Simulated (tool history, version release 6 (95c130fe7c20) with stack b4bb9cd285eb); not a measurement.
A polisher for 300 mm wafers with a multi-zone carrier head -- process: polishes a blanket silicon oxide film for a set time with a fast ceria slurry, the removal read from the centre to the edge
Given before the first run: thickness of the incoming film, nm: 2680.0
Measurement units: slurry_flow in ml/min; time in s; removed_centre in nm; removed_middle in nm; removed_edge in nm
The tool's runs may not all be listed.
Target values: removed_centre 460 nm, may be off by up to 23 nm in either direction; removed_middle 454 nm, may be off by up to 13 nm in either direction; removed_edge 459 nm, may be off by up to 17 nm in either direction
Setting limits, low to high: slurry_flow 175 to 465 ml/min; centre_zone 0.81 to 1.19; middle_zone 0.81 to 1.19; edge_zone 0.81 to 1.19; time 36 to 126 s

run  hour  slurry_flow  centre_zone  middle_zone  edge_zone  time  removed_centre  removed_middle  removed_edge
  1     0          295            1            1          1    81          784.56          775.67        781.99
  2   1.8          320            1            1          1    81          812.91          786.65        810.36
  3   8.3          320            1         0.96          1    81          801.68          766.94        799.58
  4  16.6          320            1         0.89          1    81          787.74          736.87        788.04
  5  24.7          320            1         0.89          1    66           656.7          597.37         641.6
  6  28.1          320            1         0.92          1    66          658.35          614.16         652.7
  7  34.2          295         0.98          0.9       0.96    61          586.11          555.18        593.08
  8  39.6          290         0.98         0.91       0.92    56          528.19           508.6        522.79
  9  43.1          280         0.97         0.89       0.89    56          523.89          506.94        518.42
 10  44.5          270         0.96         0.88       0.87    54          493.38          477.17        481.76
 11  51.5          255         0.95         0.87       0.86    54          489.25          470.71        486.95
 12  60.2          265         0.94         0.89       0.84    49          433.76          437.11        433.14
 13    68          265         0.95         0.89       0.86    49          435.51          433.34        444.02

Consider the 5 candidate settings below. Which is the only one whose results all fall within their allowed miss of target?
  A  75.8          225         0.81         0.94       0.96    55               ?               ?             ?
  B  75.8          285         0.91         0.99       0.81    52               ?               ?             ?
  C  75.8          380         0.91         0.85       0.82    51               ?               ?             ?
  D  75.8          310         0.91         0.86       0.95    51               ?               ?             ?
  E  75.8          195         0.93         0.96       0.93    54               ?               ?             ?

move  removed_centre  removed_middle  removed_edge
   A          415.84          496.07         516.4
   B           457.7          498.81         462.4
   C          462.47          460.06        466.34
   D          453.12           454.5        491.48
   E          457.18          481.36        490.75
A: moves the result that the last run missed by most past its target, out the other side
B: moves the result that the last run missed by most past its target, out the other side
C: every result lands within tolerance
D: brings the result that was furthest off to its target, and leaves another outside
E: moves the result that the last run missed by most past its target, out the other side
Answer: C
